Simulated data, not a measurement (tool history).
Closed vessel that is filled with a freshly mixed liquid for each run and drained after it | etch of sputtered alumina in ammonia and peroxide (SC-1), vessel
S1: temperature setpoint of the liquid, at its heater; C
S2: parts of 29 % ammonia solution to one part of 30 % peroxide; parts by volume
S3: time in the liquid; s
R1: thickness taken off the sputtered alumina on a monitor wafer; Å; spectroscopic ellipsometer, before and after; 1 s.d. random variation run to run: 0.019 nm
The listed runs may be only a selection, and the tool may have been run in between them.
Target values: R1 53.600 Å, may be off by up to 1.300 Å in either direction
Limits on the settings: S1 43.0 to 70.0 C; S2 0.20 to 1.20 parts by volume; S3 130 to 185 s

run,hour,S1,S2,S3,R1
1,0.0,59.0,0.90,185,158.800
2,6.6,57.0,0.80,180,137.460
3,13.4,55.0,0.75,175,120.360
4,19.9,55.0,0.50,175,115.430
5,22.7,53.5,0.45,170,102.490
6,31.1,52.0,0.40,170,93.512
7,39.3,52.0,0.40,170,93.571
8,44.4,51.0,0.40,170,88.508
9,46.4,43.0,0.30,130,42.167

Exactly one of the 4 candidate moves below puts every result within its allowed miss. Which one?
A,48.4,43.0,0.55,155,?
B,48.4,43.0,0.70,160,?
C,48.4,44.0,0.50,160,?
D,48.4,43.0,0.20,180,?

move,R1
A,53.237
B,56.232
C,57.685
D,56.133
A: every result lands within tolerance
B: takes the biggest miss from the last run beyond its target
C: takes the biggest miss from the last run beyond its target
D: takes the biggest miss from the last run beyond its target
A is the move that brings every result within its allowed miss.
